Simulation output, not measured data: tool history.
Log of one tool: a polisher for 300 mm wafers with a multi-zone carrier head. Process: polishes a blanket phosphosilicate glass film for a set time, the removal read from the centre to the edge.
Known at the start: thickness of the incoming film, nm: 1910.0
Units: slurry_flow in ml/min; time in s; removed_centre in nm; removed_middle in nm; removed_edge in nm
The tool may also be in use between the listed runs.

run 1 day=0.000 | slurry_flow=160 centre_zone=1.00 middle_zone=1.00 edge_zone=1.00 slurry_solids=1.00 time=64 | removed_centre=696.25 removed_middle=701.64 removed_edge=683.08
run 2 day=0.075 | slurry_flow=155 centre_zone=0.97 middle_zone=0.97 edge_zone=0.99 slurry_solids=0.90 time=64 | removed_centre=637.34 removed_middle=629.85 removed_edge=618.94
run 3 day=0.308 | slurry_flow=170 centre_zone=0.97 middle_zone=0.97 edge_zone=0.99 slurry_solids=0.90 time=64 | removed_centre=629.78 removed_middle=635.22 removed_edge=626.51
run 4 day=0.338 | slurry_flow=170 centre_zone=0.94 middle_zone=0.95 edge_zone=0.99 slurry_solids=0.85 time=64 | removed_centre=581.89 removed_middle=598.67 removed_edge=621.65
run 5 day=0.638 | slurry_flow=145 centre_zone=0.94 middle_zone=0.95 edge_zone=0.99 slurry_solids=0.85 time=64 | removed_centre=581.08 removed_middle=589.73 removed_edge=589.09
run 6 day=0.721 | slurry_flow=145 centre_zone=0.86 middle_zone=0.95 edge_zone=0.99 slurry_solids=0.85 time=64 | removed_centre=511.31 removed_middle=600.48 removed_edge=584.85
run 7 day=0.888 | slurry_flow=140 centre_zone=0.86 middle_zone=0.92 edge_zone=0.98 slurry_solids=0.85 time=64 | removed_centre=515.78 removed_middle=564.82 removed_edge=572.45
run 8 day=0.933 | slurry_flow=115 centre_zone=0.81 middle_zone=0.86 edge_zone=0.94 slurry_solids=0.75 time=64 | removed_centre=402.82 removed_middle=459.64 removed_edge=483.65
run 9 day=1.000 | slurry_flow=125 centre_zone=0.82 middle_zone=0.86 edge_zone=0.94 slurry_solids=0.75 time=64 | removed_centre=427.17 removed_middle=470.57 removed_edge=507.98

Run 10 comes next. What will it give?
run 10 day=1.025 | slurry_flow=130 centre_zone=0.83 middle_zone=0.86 edge_zone=0.93 slurry_solids=0.75 time=64 | removed_centre=? removed_middle=? removed_edge=?

Run 10 gave removed_centre 424.89 nm, removed_middle 467.56 nm, removed_edge 492.02 nm.

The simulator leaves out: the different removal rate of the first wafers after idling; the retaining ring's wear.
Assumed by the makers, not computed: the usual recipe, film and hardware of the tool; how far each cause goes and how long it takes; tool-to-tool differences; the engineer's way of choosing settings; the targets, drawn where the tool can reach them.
